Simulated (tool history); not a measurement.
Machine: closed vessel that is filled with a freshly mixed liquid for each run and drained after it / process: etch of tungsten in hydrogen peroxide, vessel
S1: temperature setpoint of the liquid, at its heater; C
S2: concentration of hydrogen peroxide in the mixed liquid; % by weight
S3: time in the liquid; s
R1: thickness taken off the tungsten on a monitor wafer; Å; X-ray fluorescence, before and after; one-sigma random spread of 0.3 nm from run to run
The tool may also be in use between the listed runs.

run,hour,S1,S2,S3,R1
1,0,52,19.5,30,418.13
2,5.9,50.5,19.5,30,380.72
3,9.7,49.5,19.5,30,360.53
4,12.7,49.5,21.5,30,376.57
5,15.9,55,21.5,30,525.52
6,22.5,55,25,30,569.59
7,30.7,52,25,30,471.5
8,34.7,52,25,30,477.29

What will run 9 give?
9,40.5,49.5,25,30,?

Run 9 produced R1 402.65 Å.

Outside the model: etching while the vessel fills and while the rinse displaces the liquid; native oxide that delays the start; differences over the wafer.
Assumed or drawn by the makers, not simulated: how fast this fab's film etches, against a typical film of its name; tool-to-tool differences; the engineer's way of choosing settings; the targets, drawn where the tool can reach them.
